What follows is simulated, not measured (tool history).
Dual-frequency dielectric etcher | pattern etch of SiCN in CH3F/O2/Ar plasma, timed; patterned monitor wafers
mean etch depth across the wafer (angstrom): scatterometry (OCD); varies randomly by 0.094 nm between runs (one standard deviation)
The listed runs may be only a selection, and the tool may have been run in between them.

run  hour  source power (W)  bias power (W)  etch time (s)  mean etch depth across the wafer (angstrom)
  1   0.0               540              71           64.5                                       265.57
  2   8.7               500              67           64.0                                       250.64
  3  15.9               600              67           64.0                                       266.97
  4  19.3               700              67           64.0                                       284.62
  5  22.5               640              62           63.5                                       263.19
  6  23.4               590              60           63.5                                       251.54
  7  29.6               540              58           63.5                                       235.74
  8  34.1               510              57           63.5                                       229.73
  9  42.7               490              57           63.5                                       225.00

Run 10 is up next; what results do you expect?
 10  51.7               490              57           63.5                                            ?

For run 10 the tool returned mean etch depth across the wafer (angstrom) 225.71.
